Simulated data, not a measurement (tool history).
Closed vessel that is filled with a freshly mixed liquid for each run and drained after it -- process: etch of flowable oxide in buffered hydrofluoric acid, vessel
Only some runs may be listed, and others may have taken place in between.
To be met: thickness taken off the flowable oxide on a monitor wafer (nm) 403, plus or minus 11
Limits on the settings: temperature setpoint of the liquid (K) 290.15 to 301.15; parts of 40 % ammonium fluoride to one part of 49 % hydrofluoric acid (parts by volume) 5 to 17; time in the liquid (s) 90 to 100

run	hour	temperature setpoint of the liquid (K)	parts of 40 % ammonium fluoride to one part of 49 % hydrofluoric acid (parts by volume)	time in the liquid (s)	thickness taken off the flowable oxide on a monitor wafer (nm)
1	0	293.15	10.5	90	177.21
2	3.6	293.15	12	90	157.07
3	5.3	291.15	12	90	140.26
4	6.3	291.15	13.5	90	125.78
5	10.5	291.15	13.5	100	141.12
6	15.7	294.65	11.5	100	200.95
7	22	296.65	10	100	249.17
8	28.3	298.15	9	100	292.98
9	35.9	299.15	8	100	352.91
10	37.7	299.65	8	100	358.07
11	39.5	300.15	8	100	371.61
12	47.4	300.65	8	100	379.7
13	51.5	301.15	8	100	383.9
14	56.1	301.15	7.5	100	421.36

5 candidate next runs follow, results not yet known. Just one meets every target within its allowed miss. Identify it.
A	60.7	298.15	5.5	90	?
B	60.7	300.65	7.5	100	?
C	60.7	299.65	6.5	100	?
D	60.7	297.65	6	100	?
E	60.7	300.15	7	100	?

move	thickness taken off the flowable oxide on a monitor wafer (nm)
A	424.13
B	406.64
C	442.84
D	426.09
E	426.52
A: further off than the last run
B: all results in spec
C: further off than the last run
D: further off than the last run
E: further off than the last run
Correct choice: B, which meets every target

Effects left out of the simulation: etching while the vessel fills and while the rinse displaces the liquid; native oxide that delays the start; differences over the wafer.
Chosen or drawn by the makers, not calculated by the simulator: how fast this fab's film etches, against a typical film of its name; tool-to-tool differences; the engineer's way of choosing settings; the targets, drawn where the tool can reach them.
